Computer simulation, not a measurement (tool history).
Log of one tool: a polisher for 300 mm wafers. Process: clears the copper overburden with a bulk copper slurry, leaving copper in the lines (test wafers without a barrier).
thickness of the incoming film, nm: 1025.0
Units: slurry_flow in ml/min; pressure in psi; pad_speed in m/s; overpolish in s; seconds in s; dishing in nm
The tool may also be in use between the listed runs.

run,hour,slurry_flow,pressure,pad_speed,slurry_solids,overpolish,seconds,dishing
1,0,300,3,1.28,1,9,90.65,51.447
2,7.4,255,3,1.28,1,9,92.761,51.268
3,12.8,255,3,1.28,0.85,9,95.25,49.591
4,14.7,255,3,1.28,0.95,9,91.57,49.784
5,16.1,255,2.8,1.28,0.95,10,99.33,51.299
6,22.4,255,2.6,1.28,0.95,11,108.3,52.205
7,29.9,255,2.5,1.28,0.95,11,112.77,50.323
8,33.9,255,2.4,1.28,0.95,11,117.9,48.233
9,42.4,255,2.3,1.28,0.95,11,120.26,47.719

Forecast run 10:
10,44.2,255,2.2,1.26,0.95,12,?,?

{"run 10": {"seconds": 130.55, "dishing": 47.905}}
